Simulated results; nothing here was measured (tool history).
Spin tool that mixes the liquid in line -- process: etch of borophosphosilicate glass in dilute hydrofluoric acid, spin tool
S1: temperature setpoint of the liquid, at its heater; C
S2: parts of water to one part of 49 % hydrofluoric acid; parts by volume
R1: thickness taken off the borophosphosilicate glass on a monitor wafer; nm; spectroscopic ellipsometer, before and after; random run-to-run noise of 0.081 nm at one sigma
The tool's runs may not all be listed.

run 1 day=0.000 | S1=23.0 S2=175 time_under_the_liquid_(s)=20 | R1=6.4526
run 2 day=0.312 | S1=24.5 S2=170 time_under_the_liquid_(s)=20 | R1=6.9500
run 3 day=0.508 | S1=27.0 S2=170 time_under_the_liquid_(s)=20 | R1=7.6292
run 4 day=0.588 | S1=27.5 S2=165 time_under_the_liquid_(s)=20 | R1=8.0129
run 5 day=0.704 | S1=28.0 S2=160 time_under_the_liquid_(s)=20 | R1=8.4359
run 6 day=0.767 | S1=28.0 S2=160 time_under_the_liquid_(s)=20 | R1=8.5239
run 7 day=0.812 | S1=28.5 S2=160 time_under_the_liquid_(s)=20 | R1=8.7035
run 8 day=0.921 | S1=29.0 S2=160 time_under_the_liquid_(s)=20 | R1=8.8380
run 9 day=0.954 | S1=29.5 S2=160 time_under_the_liquid_(s)=20 | R1=8.9602

What does the tool deliver on the next run?
run 10 day=1.246 | S1=30.0 S2=160 time_under_the_liquid_(s)=20 | R1=?

R1: 9.0434 nm
